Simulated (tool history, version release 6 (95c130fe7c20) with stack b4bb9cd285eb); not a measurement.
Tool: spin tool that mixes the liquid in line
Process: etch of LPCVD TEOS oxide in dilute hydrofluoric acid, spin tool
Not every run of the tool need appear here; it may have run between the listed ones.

| run | hour | temperature setpoint of the liquid (°C) | parts of water to one part of 49 % hydrofluoric acid (parts by volume) | time under the liquid (s) | thickness taken off the LPCVD TEOS oxide on a monitor wafer (Å) |
|---|---|---|---|---|---|
| 1 | 0 | 22 | 195 | 90 | 93.857 |
| 2 | 3.4 | 21 | 205 | 90 | 86.38 |
| 3 | 4.9 | 21 | 245 | 90 | 69.201 |
| 4 | 7.9 | 20.5 | 250 | 90 | 67.802 |
| 5 | 15.9 | 18.5 | 250 | 90 | 61.369 |
| 6 | 18.4 | 18.5 | 220 | 90 | 72.94 |
| 7 | 20.8 | 18.5 | 225 | 90 | 70.799 |

What does the tool deliver on the next run?
| 8 | 23.9 | 18.5 | 230 | 90 | ? |

Run 8 measured thickness taken off the LPCVD TEOS oxide on a monitor wafer (Å) 68.191.

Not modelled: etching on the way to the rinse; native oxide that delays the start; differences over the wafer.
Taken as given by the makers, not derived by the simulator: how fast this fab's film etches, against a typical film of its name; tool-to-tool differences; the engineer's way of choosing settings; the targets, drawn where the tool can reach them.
